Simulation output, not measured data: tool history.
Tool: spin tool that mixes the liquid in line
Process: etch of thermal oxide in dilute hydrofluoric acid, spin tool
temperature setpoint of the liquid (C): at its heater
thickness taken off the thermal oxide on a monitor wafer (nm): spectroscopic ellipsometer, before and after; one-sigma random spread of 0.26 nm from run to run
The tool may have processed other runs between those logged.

run    day  temperature setpoint of the liquid (C)  parts of water to one part of 49 % hydrofluoric acid (parts by volume)  time under the liquid (s)  thickness taken off the thermal oxide on a monitor wafer (nm)
  1  0.000                                    22.0                                                                      80                        270                                                         14.207
  2  0.250                                    20.5                                                                      80                        270                                                         13.665
  3  0.425                                    20.5                                                                      80                        270                                                         13.427
  4  0.692                                    20.5                                                                      80                        290                                                         14.478
  5  1.067                                    20.5                                                                     105                        290                                                         10.747
  6  1.129                                    20.5                                                                     105                        270                                                         10.070
  7  1.396                                    24.5                                                                      75                        270                                                         17.059
  8  1.458                                    25.5                                                                      70                        270                                                         19.121
  9  1.775                                    26.0                                                                      65                        270                                                         21.489
 10  2.029                                    26.5                                                                      65                        270                                                         21.407
 11  2.071                                    27.0                                                                      65                        270                                                         21.965
 12  2.362                                    30.0                                                                      50                        270                                                         33.539
 13  2.671                                    29.5                                                                      50                        270                                                         32.118
 14  2.779                                    28.5                                                                      50                        270                                                         31.319

Run 15 has not been measured yet. What should we expect?
     2.975  -- thermometer replaced
 15  2.975                                    26.5                                                                      50                        270                                                              ?

thickness taken off the thermal oxide on a monitor wafer (nm): 30.620
